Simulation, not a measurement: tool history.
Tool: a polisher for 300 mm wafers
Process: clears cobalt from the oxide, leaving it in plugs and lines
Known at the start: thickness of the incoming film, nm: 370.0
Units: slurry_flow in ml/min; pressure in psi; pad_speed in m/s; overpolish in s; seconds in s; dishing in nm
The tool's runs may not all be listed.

run 1 hour=0.0 | slurry_flow=185 pressure=1.9 pad_speed=0.82 overpolish=29 | seconds=117.18 dishing=46.720
run 2 hour=7.5 | slurry_flow=185 pressure=1.8 pad_speed=0.82 overpolish=31 | seconds=124.18 dishing=46.482
run 3 hour=14.5 | slurry_flow=185 pressure=1.5 pad_speed=0.82 overpolish=31 | seconds=145.57 dishing=43.040
run 4 hour=17.4 | slurry_flow=185 pressure=1.5 pad_speed=0.82 overpolish=33 | seconds=148.43 dishing=43.854
run 5 hour=23.7 | slurry_flow=185 pressure=1.5 pad_speed=0.82 overpolish=34 | seconds=145.14 dishing=45.564
run 6 hour=26.5 | slurry_flow=155 pressure=1.5 pad_speed=0.82 overpolish=34 | seconds=151.51 dishing=43.865

The next listed run, before its measurement:
run 7 hour=33.5 | slurry_flow=155 pressure=1.5 pad_speed=0.82 overpolish=35 | seconds=? dishing=?

{"run 7": {"seconds": 147.17, "dishing": 44.144}}
